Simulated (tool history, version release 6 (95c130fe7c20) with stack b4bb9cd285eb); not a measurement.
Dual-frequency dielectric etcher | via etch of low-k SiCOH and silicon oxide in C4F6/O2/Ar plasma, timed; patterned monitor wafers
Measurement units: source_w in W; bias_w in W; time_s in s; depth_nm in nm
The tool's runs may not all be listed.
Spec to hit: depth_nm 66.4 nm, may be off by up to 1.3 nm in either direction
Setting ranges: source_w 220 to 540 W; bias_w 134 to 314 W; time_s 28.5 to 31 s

run 1 hour=0 | source_w=380 bias_w=224 time_s=31 | depth_nm=92.092
run 2 hour=6.5 | source_w=380 bias_w=224 time_s=31 | depth_nm=92.565
run 3 hour=13.6 | source_w=360 bias_w=215 time_s=30.5 | depth_nm=87.473
run 4 hour=19.8 | source_w=430 bias_w=215 time_s=30.5 | depth_nm=93.447
run 5 hour=21.5 | source_w=410 bias_w=206 time_s=30.5 | depth_nm=90.079
run 6 hour=24.9 | source_w=480 bias_w=206 time_s=30.5 | depth_nm=95.672
run 7 hour=32.9 | source_w=460 bias_w=198 time_s=30.5 | depth_nm=92.165
run 8 hour=39 | source_w=440 bias_w=191 time_s=30.5 | depth_nm=90.136
run 9 hour=44.3 | source_w=420 bias_w=185 time_s=30.5 | depth_nm=86.12
run 10 hour=47.8 | source_w=400 bias_w=181 time_s=30.5 | depth_nm=83.469
run 11 hour=55.5 | source_w=400 bias_w=181 time_s=30.5 | depth_nm=85.071
run 12 hour=57.8 | source_w=380 bias_w=176 time_s=30.5 | depth_nm=82.405
run 13 hour=64.1 | source_w=370 bias_w=172 time_s=30.5 | depth_nm=81.1
run 14 hour=68.5 | source_w=290 bias_w=134 time_s=29.5 | depth_nm=63.529

Of the 4 settings listed for the next run, only one would bring every result within its allowed miss of target. Which one?
run A hour=72.9 | source_w=320 bias_w=141 time_s=31 | depth_nm=?
run B hour=72.9 | source_w=270 bias_w=136 time_s=29.5 | depth_nm=?
run C hour=72.9 | source_w=320 bias_w=136 time_s=29.5 | depth_nm=?
run D hour=72.9 | source_w=300 bias_w=139 time_s=31 | depth_nm=?

move=A depth_nm=70.953
move=B depth_nm=62.505
move=C depth_nm=66.398
move=D depth_nm=68.878
A: carries the result that was furthest off beyond its target, to the other side
B: further off than the last run
C: all results in spec
D: carries the result that was furthest off beyond its target, to the other side
Move C is the one to make.
